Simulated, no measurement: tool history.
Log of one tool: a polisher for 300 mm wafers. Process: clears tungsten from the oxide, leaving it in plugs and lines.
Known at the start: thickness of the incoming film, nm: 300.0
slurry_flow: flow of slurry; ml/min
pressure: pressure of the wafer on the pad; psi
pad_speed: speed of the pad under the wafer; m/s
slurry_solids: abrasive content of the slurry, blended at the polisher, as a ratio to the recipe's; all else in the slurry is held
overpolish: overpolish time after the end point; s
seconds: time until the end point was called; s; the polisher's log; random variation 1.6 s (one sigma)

run,hour,slurry_flow,pressure,pad_speed,slurry_solids,overpolish,seconds
1,0,230,4.8,1.02,1,47,48.129
2,2,230,4.8,1.02,1,47,48.418
3,8.3,230,4.8,1.16,1,47,42.747
4,8.9,175,4.8,1.16,1,47,44.276
5,13.5,175,4.5,1.12,1,47,49.09
# hour 17.3: head pressure recalibrated
6,17.3,175,4.2,1.1,1,47,45.551
7,21.1,170,4.6,1.02,0.95,47,46.809
8,22.6,185,4.3,0.96,1,47,52.886
9,30,185,4,0.9,1.05,47,57.442
10,33.8,185,3.8,0.84,1.05,47,65.24
11,39.2,185,3.6,0.82,1.05,47,69.048
12,44.7,180,2.2,0.7,1.05,47,123.79
13,50.5,180,2.3,0.7,1.05,47,121.74
14,51.8,180,2.4,0.7,1.05,47,116.49
15,53.1,180,2.4,0.7,1.05,47,116.48

Run 16 comes next. What will it give?
16,57.2,180,2.5,0.7,1.05,47,?

seconds: 112.23 s
